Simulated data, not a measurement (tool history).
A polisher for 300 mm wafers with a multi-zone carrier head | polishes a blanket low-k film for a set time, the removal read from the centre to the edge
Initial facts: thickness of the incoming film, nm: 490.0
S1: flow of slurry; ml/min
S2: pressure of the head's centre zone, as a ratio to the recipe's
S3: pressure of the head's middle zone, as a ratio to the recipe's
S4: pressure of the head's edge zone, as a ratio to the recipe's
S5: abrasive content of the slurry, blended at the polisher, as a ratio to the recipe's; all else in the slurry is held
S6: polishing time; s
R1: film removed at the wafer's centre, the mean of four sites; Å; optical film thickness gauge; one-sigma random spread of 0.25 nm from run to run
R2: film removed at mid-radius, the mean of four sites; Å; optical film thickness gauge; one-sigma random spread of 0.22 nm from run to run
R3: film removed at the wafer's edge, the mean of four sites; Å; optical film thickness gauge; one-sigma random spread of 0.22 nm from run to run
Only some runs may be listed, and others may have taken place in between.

| run | hour | S1 | S2 | S3 | S4 | S5 | S6 | R1 | R2 | R3 |
|---|---|---|---|---|---|---|---|---|---|---|
| 1 | 0 | 150 | 1 | 1 | 1 | 1 | 89 | 306.25 | 278.82 | 271.91 |
| 2 | 6.7 | 150 | 1 | 1 | 0.95 | 1 | 89 | 304.35 | 278.81 | 267.45 |
| 3 | 15.1 | 175 | 1 | 1 | 0.95 | 1 | 89 | 313.85 | 281.94 | 277.9 |
| 4 | 22.9 | 170 | 0.97 | 1.01 | 0.99 | 0.9 | 89 | 286.51 | 269.85 | 258.86 |
| 5 | 30.5 | 170 | 0.92 | 1.01 | 0.99 | 0.9 | 89 | 273.09 | 266.38 | 262.27 |
|  | 36.6 | centre zone pressure recalibrated |
| 6 | 36.6 | 160 | 0.9 | 1.02 | 1.02 | 0.9 | 88 | 235.22 | 264.05 | 257.25 |
| 7 | 39.9 | 150 | 0.89 | 1.01 | 1.02 | 0.9 | 88 | 234.61 | 256.92 | 261.69 |
| 8 | 41.5 | 130 | 0.81 | 1.08 | 1.02 | 0.65 | 87 | 154.55 | 207.26 | 190.77 |
| 9 | 45.3 | 140 | 0.81 | 1.07 | 1.04 | 0.65 | 87 | 155.35 | 203.81 | 192.59 |
| 10 | 51.9 | 160 | 0.87 | 1.1 | 1.14 | 0.9 | 88 | 230.97 | 278.06 | 271.75 |

Forecast run 11:
| 11 | 53.8 | 150 | 0.87 | 1.09 | 1.13 | 0.9 | 88 | ? | ? | ? |

Run 11 yielded R1 229.7 Å, R2 280.86 Å, R3 270.22 Å.
